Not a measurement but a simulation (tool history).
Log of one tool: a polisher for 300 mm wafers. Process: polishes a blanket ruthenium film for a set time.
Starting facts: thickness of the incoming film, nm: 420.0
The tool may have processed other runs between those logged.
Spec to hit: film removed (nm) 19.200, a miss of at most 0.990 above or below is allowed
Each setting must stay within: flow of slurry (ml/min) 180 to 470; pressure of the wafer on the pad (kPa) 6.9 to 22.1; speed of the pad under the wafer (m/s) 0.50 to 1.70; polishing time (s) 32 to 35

run	day	flow of slurry (ml/min)	pressure of the wafer on the pad (kPa)	speed of the pad under the wafer (m/s)	polishing time (s)	film removed (nm)
1	0.000	300	14.5	1.10	35	39.041
2	0.162	300	14.5	1.10	35	38.835
3	0.233	235	14.5	1.10	35	38.606
4	0.383	235	14.5	1.10	32	35.702
5	0.696	235	12.4	1.06	32	29.425
6	0.946	235	11.0	1.04	32	25.976
7	1.188	235	9.7	1.04	32	23.164
8	1.350	235	9.0	1.04	32	21.183

Consider the 5 candidate settings below. Which is the only one whose results all fall within their allowed miss of target?
A	1.512	240	6.9	1.10	32	?
B	1.512	235	6.9	1.20	32	?
C	1.512	240	9.0	0.98	35	?
D	1.512	295	9.0	1.14	35	?
E	1.512	200	7.6	1.00	32	?

move	film removed (nm)
A	17.272
B	18.766
C	21.650
D	25.433
E	16.992
A: carries the result that was furthest off beyond its target, to the other side
B: all results in spec
C: lands further from the targets than the last run did
D: lands further from the targets than the last run did
E: carries the result that was furthest off beyond its target, to the other side
B meets every target.
